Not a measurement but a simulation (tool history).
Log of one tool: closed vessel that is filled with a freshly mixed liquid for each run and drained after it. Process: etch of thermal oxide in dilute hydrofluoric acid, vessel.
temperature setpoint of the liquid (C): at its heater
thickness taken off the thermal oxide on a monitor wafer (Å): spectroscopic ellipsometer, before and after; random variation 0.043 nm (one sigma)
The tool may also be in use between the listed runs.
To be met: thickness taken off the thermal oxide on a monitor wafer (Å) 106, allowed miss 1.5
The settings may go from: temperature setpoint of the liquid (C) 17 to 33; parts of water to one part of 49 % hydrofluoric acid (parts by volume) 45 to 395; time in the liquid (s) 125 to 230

run,day,temperature setpoint of the liquid (C),parts of water to one part of 49 % hydrofluoric acid (parts by volume),time in the liquid (s),thickness taken off the thermal oxide on a monitor wafer (Å)
1,0,25,220,230,49.599
2,0.338,25,220,230,49.707
3,0.696,26,210,230,54.48
4,0.717,26,210,230,54.131
5,0.8,26.5,200,230,59.026
6,1.138,27,195,230,62.607
7,1.433,27.5,190,230,65.078
8,1.538,28,185,230,68.903
9,1.838,28.5,180,230,72.095
10,1.946,29,175,230,76.367
11,2.208,29.5,170,230,80.778
12,2.375,30,170,230,81.894

4 next moves are on the table. One of them brings every result within its allowed miss. Which?
A,2.542,32,145,230,?
B,2.542,29.5,190,230,?
C,2.542,30.5,135,230,?
D,2.542,30.5,185,230,?

move,thickness taken off the thermal oxide on a monitor wafer (Å)
A,107.36
B,70.767
C,110.79
D,75.731
A: meets every target
B: further off than the last run
C: takes the result that was furthest off past its target
D: further off than the last run
The right move is A.
